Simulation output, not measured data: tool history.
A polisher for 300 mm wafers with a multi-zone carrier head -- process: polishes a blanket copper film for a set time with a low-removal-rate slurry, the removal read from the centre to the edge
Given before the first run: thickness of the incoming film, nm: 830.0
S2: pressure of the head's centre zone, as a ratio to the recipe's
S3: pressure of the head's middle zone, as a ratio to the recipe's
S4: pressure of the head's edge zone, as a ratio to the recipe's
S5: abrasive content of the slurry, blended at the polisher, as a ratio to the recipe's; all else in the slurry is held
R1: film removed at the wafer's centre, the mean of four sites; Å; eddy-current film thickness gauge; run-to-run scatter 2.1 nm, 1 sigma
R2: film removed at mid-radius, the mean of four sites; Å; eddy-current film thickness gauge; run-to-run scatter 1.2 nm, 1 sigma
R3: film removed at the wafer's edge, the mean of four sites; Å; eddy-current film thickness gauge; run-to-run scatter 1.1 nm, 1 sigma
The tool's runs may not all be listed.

Run 1, hour 0.0: flow of slurry (ml/min) 285, S2 1.00, S3 1.00, S4 1.00, S5 1.00, polishing time (s) 66. Result: R1 2048.7 Å, R2 2010.0 Å, R3 2015.4 Å.
Run 2, hour 0.7: flow of slurry (ml/min) 275, S2 0.98, S3 0.96, S4 0.97, S5 0.90, polishing time (s) 65. Result: R1 1973.4 Å, R2 1888.3 Å, R3 1900.3 Å.
Run 3, hour 5.9: flow of slurry (ml/min) 265, S2 0.95, S3 0.93, S4 0.97, S5 0.80, polishing time (s) 64. Result: R1 1757.7 Å, R2 1732.1 Å, R3 1853.3 Å.
Run 4, hour 13.1: flow of slurry (ml/min) 335, S2 0.95, S3 0.93, S4 0.97, S5 0.80, polishing time (s) 64. Result: R1 1857.7 Å, R2 1782.6 Å, R3 1860.8 Å.
Run 5, hour 20.3: flow of slurry (ml/min) 335, S2 1.02, S3 0.93, S4 0.97, S5 0.80, polishing time (s) 64. Result: R1 2044.2 Å, R2 1813.1 Å, R3 1876.3 Å.
Run 6, hour 21.2: flow of slurry (ml/min) 335, S2 1.02, S3 0.93, S4 0.97, S5 0.95, polishing time (s) 64. Result: R1 2055.6 Å, R2 1875.3 Å, R3 1914.7 Å.

Forecast run 7:
Run 7, hour 24.9: flow of slurry (ml/min) 325, S2 0.99, S3 0.90, S4 0.95, S5 0.85, polishing time (s) 64. Result: R1 ?, R2 ?, R3 ?.

R1: 1992.1 Å
R2: 1777.9 Å
R3: 1870.3 Å

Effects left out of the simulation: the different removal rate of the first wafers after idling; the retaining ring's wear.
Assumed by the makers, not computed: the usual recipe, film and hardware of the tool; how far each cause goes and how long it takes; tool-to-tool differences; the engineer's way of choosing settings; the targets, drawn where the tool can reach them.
